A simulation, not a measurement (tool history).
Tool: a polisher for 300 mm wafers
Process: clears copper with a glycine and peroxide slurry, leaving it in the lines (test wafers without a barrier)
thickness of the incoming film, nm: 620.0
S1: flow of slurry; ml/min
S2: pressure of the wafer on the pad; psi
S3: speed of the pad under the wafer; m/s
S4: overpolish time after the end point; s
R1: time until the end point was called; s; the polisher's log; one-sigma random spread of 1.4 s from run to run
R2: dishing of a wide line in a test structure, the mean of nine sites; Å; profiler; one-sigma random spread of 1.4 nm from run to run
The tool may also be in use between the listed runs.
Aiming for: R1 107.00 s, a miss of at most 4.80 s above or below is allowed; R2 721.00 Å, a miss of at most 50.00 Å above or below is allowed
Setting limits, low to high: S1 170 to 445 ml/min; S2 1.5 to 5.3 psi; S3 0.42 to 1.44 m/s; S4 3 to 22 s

| run | hour | S1 | S2 | S3 | S4 | R1 | R2 |
|---|---|---|---|---|---|---|---|
| 1 | 0.0 | 285 | 3.4 | 0.92 | 11 | 121.70 | 402.15 |
| 2 | 2.0 | 240 | 3.4 | 0.92 | 11 | 122.48 | 411.57 |
| 3 | 7.3 | 240 | 2.7 | 0.92 | 11 | 154.12 | 344.39 |
| 4 | 8.8 | 240 | 2.7 | 0.92 | 14 | 155.96 | 422.18 |
| 5 | 16.8 | 240 | 2.3 | 0.92 | 14 | 169.96 | 379.72 |
|  | 21.4 | worn pad replaced by a new one |
| 6 | 21.4 | 240 | 2.3 | 0.70 | 14 | 197.87 | 355.72 |
| 7 | 24.1 | 240 | 3.3 | 0.74 | 16 | 140.54 | 504.17 |
| 8 | 25.9 | 240 | 3.4 | 0.74 | 16 | 138.55 | 529.24 |

Which of these 4 next moves meets every target?
| A | 27.7 | 235 | 4.0 | 0.76 | 17 | ? | ? |
| B | 27.7 | 230 | 3.7 | 0.84 | 12 | ? | ? |
| C | 27.7 | 240 | 4.3 | 0.80 | 18 | ? | ? |
| D | 27.7 | 285 | 3.7 | 0.54 | 14 | ? | ? |

| move | R1 | R2 |
|---|---|---|
| A | 118.82 | 636.16 |
| B | 116.97 | 474.04 |
| C | 106.74 | 731.76 |
| D | 162.91 | 407.10 |
A: closer than the last run, but not yet in spec
B: closer than the last run, but not yet in spec
C: every result lands within tolerance
D: the biggest miss grows against the last run
C meets every target.

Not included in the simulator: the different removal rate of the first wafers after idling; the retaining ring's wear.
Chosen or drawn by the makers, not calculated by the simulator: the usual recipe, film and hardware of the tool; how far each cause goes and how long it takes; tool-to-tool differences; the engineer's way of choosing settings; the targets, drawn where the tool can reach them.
